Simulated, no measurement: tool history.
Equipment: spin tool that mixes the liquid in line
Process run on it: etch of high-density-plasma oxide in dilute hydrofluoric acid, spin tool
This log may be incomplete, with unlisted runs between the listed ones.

run  hour  temperature setpoint of the liquid (°C)  parts of water to one part of 49 % hydrofluoric acid (parts by volume)  time under the liquid (s)  thickness taken off the high-density-plasma oxide on a monitor wafer (Å)
  1   0.0                                       24                                                                      65                         70                                                                    64.202
  2   1.2                                       22                                                                      70                         70                                                                    54.767
  3   9.4                                       22                                                                      55                         70                                                                    71.399
  4  10.4                                       22                                                                      55                         50                                                                    50.406
  5  15.6                                       22                                                                      55                         50                                                                    50.568
  6  23.9                                       24                                                                      55                         50                                                                    55.212
  7  31.4                                       22                                                                      65                         50                                                                    42.599

Forecast run 8:
  8  33.6                                       21                                                                      65                         50                                                                         ?

Logged for run 8: thickness taken off the high-density-plasma oxide on a monitor wafer (Å) 40.527.
